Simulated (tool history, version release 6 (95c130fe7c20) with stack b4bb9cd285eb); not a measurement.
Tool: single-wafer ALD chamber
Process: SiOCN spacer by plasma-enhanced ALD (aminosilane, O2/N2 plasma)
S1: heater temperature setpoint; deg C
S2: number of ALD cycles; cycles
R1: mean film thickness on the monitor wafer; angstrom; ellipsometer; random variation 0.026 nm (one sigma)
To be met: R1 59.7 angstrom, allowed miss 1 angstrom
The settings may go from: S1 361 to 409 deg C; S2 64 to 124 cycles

run,day,S1,S2,R1
1,0,385,94,53.915
2,0.079,385,96,54.724
3,0.35,377,96,54.945
4,0.392,377,84,48.22
5,0.533,370,84,48.054
6,0.871,375,84,48.137
7,1.175,375,89,51.19
8,1.329,375,93,53.761
9,1.567,375,93,53.348
10,1.662,375,96,55.058
11,2,375,98,56.636
12,2.154,375,99,56.932
13,2.475,375,100,57.366
14,2.629,375,101,58.051

5 next moves are on the table. One of them brings every result within its allowed miss. Which?
A,2.783,378,107,?
B,2.783,379,97,?
C,2.783,368,104,?
D,2.783,387,99,?
E,2.783,378,95,?

move,R1
A,61.468
B,55.723
C,59.745
D,56.872
E,54.574
A: takes the result that was furthest off past its target
B: further off than the last run
C: meets every target
D: further off than the last run
E: further off than the last run
Answer: C

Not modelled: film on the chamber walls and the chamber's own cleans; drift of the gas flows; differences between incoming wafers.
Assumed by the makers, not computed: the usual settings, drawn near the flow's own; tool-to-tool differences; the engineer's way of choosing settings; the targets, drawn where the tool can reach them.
